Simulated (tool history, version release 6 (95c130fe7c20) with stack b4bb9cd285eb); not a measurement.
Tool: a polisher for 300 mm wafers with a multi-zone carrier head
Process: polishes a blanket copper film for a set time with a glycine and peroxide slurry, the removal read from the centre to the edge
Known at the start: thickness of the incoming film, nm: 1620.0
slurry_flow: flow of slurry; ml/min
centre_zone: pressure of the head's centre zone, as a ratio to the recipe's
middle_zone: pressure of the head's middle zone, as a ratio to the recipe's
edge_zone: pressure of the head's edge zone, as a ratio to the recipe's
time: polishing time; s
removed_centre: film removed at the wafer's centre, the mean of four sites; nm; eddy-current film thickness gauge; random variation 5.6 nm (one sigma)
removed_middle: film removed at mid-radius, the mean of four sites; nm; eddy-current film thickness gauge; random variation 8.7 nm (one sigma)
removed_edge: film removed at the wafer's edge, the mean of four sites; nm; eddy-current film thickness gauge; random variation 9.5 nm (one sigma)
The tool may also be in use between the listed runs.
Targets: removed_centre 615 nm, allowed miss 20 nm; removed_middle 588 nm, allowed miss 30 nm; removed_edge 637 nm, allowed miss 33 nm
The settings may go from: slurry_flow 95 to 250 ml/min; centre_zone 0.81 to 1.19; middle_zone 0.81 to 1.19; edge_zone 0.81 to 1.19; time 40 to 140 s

Run 1, hour 0: slurry_flow 160 ml/min, centre_zone 1, middle_zone 1, edge_zone 1, time 90 s. Result: removed_centre 474.73 nm, removed_middle 463.62 nm, removed_edge 479.09 nm.
Run 2, hour 3.3: slurry_flow 160 ml/min, centre_zone 1, middle_zone 1, edge_zone 0.95, time 90 s. Result: removed_centre 472.84 nm, removed_middle 462.27 nm, removed_edge 477.95 nm.
Run 3, hour 7.4: slurry_flow 160 ml/min, centre_zone 1, middle_zone 1, edge_zone 0.95, time 73 s. Result: removed_centre 387.24 nm, removed_middle 386.67 nm, removed_edge 380.22 nm.
Run 4, hour 12.9: slurry_flow 160 ml/min, centre_zone 1.07, middle_zone 1, edge_zone 0.95, time 73 s. Result: removed_centre 404.48 nm, removed_middle 381.53 nm, removed_edge 387.56 nm.
Run 5, hour 14: slurry_flow 160 ml/min, centre_zone 1.07, middle_zone 1, edge_zone 0.95, time 64 s. Result: removed_centre 354.91 nm, removed_middle 337.44 nm, removed_edge 332.14 nm.
Run 6, hour 17.5: slurry_flow 165 ml/min, centre_zone 1.05, middle_zone 1, edge_zone 0.97, time 78 s. Result: removed_centre 436.7 nm, removed_middle 417.06 nm, removed_edge 417.8 nm.
Run 7, hour 25.9: slurry_flow 170 ml/min, centre_zone 1.03, middle_zone 0.99, edge_zone 1.03, time 86 s. Result: removed_centre 474.36 nm, removed_middle 460.08 nm, removed_edge 481.63 nm.
Run 8, hour 33.8: slurry_flow 190 ml/min, centre_zone 1.05, middle_zone 0.99, edge_zone 1.07, time 89 s. Result: removed_centre 502.5 nm, removed_middle 473.56 nm, removed_edge 499.7 nm.
Run 9, hour 38.7: slurry_flow 185 ml/min, centre_zone 1.05, middle_zone 1, edge_zone 1.08, time 95 s. Result: removed_centre 535.21 nm, removed_middle 504.04 nm, removed_edge 543.49 nm.

4 next moves are on the table. One of them brings every result within its allowed miss. Which?
Run A, hour 43.6: slurry_flow 210 ml/min, centre_zone 1.17, middle_zone 1.14, edge_zone 1.04, time 98 s. Result: removed_centre ?, removed_middle ?, removed_edge ?.
Run B, hour 43.6: slurry_flow 205 ml/min, centre_zone 1.03, middle_zone 1.09, edge_zone 0.98, time 116 s. Result: removed_centre ?, removed_middle ?, removed_edge ?.
Run C, hour 43.6: slurry_flow 145 ml/min, centre_zone 0.99, middle_zone 0.95, edge_zone 0.98, time 118 s. Result: removed_centre ?, removed_middle ?, removed_edge ?.
Run D, hour 43.6: slurry_flow 235 ml/min, centre_zone 1.11, middle_zone 1.07, edge_zone 1.02, time 102 s. Result: removed_centre ?, removed_middle ?, removed_edge ?.

move  removed_centre  removed_middle  removed_edge
   A          607.36          613.05        551.29
   B          645.71          696.96        633.61
   C          608.88          607.45        627.88
   D          612.84          611.52         573.9
A: brings the result that was furthest off to its target, and leaves another outside
B: takes the result that was furthest off past its target
C: meets every target
D: brings the result that was furthest off to its target, and leaves another outside
Answer: C

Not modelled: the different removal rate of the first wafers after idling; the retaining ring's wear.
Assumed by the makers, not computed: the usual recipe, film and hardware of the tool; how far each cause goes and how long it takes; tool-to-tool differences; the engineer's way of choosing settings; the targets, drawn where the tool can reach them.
